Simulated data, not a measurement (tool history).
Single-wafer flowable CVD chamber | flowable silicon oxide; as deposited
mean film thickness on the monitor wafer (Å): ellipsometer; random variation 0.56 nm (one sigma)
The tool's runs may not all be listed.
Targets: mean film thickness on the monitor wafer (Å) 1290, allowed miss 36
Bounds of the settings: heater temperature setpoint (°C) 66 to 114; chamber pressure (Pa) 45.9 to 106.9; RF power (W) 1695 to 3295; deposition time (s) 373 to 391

| run | day | heater temperature setpoint (°C) | chamber pressure (Pa) | RF power (W) | deposition time (s) | mean film thickness on the monitor wafer (Å) |
|---|---|---|---|---|---|---|
| 1 | 0 | 90 | 76.4 | 2495 | 391 | 2512.6 |
| 2 | 0.321 | 90 | 76.4 | 2495 | 373 | 2418.9 |
| 3 | 0.562 | 83 | 76.4 | 2495 | 373 | 3010.4 |
| 4 | 0.7 | 92 | 76.4 | 2495 | 373 | 2259.6 |
| 5 | 0.942 | 98 | 76.3 | 2495 | 373 | 1808.5 |
| 6 | 1.217 | 101 | 76.1 | 2495 | 373 | 1624.9 |
| 7 | 1.408 | 103 | 76.1 | 2495 | 373 | 1516.5 |
| 8 | 1.454 | 103 | 76.1 | 2495 | 373 | 1506.1 |
| 9 | 1.812 | 104 | 76.1 | 2495 | 373 | 1444.6 |
| 10 | 2.017 | 108 | 76 | 2495 | 373 | 1249.8 |

Which of these 5 next moves meets every target?
| A | 2.221 | 108 | 83.5 | 2850 | 373 | ? |
| B | 2.221 | 104 | 65.2 | 2875 | 391 | ? |
| C | 2.221 | 109 | 82.5 | 2375 | 373 | ? |
| D | 2.221 | 107 | 80 | 2655 | 373 | ? |
| E | 2.221 | 108 | 74 | 2480 | 373 | ? |

| move | mean film thickness on the monitor wafer (Å) |
|---|---|
| A | 1400.8 |
| B | 1352.6 |
| C | 1292.4 |
| D | 1382.3 |
| E | 1218.4 |
A: takes the result that was furthest off past its target
B: takes the result that was furthest off past its target
C: meets every target
D: takes the result that was furthest off past its target
E: further off than the last run
The right move is C.
